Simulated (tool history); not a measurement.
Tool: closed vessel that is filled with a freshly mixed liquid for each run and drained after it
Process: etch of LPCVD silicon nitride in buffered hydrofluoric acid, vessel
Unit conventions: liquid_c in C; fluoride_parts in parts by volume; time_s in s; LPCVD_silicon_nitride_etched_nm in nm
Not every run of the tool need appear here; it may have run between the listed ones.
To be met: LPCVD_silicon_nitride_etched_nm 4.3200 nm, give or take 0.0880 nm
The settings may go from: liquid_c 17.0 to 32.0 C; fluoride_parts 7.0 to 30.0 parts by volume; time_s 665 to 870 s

run,hour,liquid_c,fluoride_parts,time_s,LPCVD_silicon_nitride_etched_nm
1,0.0,24.0,20.0,870,5.5977
2,4.2,24.0,23.0,870,5.0554
3,11.0,23.0,23.0,870,4.7043
4,17.6,22.5,23.0,870,4.6478
5,23.2,22.5,23.0,665,3.5536
6,27.3,23.0,23.0,665,3.6522
7,31.3,24.0,23.0,665,3.8677
8,34.7,25.0,23.0,665,4.0844
9,42.7,25.5,23.0,665,4.1808

Which one of the following 5 next-run settings gets every result inside its allowed miss? There is exactly one.
A,50.7,21.5,18.5,715,?
B,50.7,25.5,26.0,700,?
C,50.7,26.5,27.0,695,?
D,50.7,24.0,26.0,850,?
E,50.7,24.5,24.0,690,?

move,LPCVD_silicon_nitride_etched_nm
A,4.2612
B,4.0179
C,4.1040
D,4.4947
E,3.9624
A: all results land within tolerance of their targets
B: the biggest miss grows against the last run
C: the biggest miss grows against the last run
D: moves the result that the last run missed by most past its target, out the other side
E: the biggest miss grows against the last run
Go with A: it meets all targets.
